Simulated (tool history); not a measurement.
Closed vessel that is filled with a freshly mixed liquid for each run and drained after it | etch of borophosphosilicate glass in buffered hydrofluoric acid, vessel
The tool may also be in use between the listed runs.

run	hour	temperature setpoint of the liquid (°C)	parts of 40 % ammonium fluoride to one part of 49 % hydrofluoric acid (parts by volume)	time in the liquid (s)	thickness taken off the borophosphosilicate glass on a monitor wafer (Å)
1	0	21	10	30	273.15
2	8	22	9.5	30	305.22
3	12.5	22	9.5	30	305.23
4	15.4	18.5	9.5	30	252.26
5	17.2	18.5	9.5	30	252.88
6	20.6	19.5	9	30	276.56

Run 7 comes next. What will it give?
7	24.9	20.5	8.5	30	?

Run 7 gave thickness taken off the borophosphosilicate glass on a monitor wafer (Å) 305.31.

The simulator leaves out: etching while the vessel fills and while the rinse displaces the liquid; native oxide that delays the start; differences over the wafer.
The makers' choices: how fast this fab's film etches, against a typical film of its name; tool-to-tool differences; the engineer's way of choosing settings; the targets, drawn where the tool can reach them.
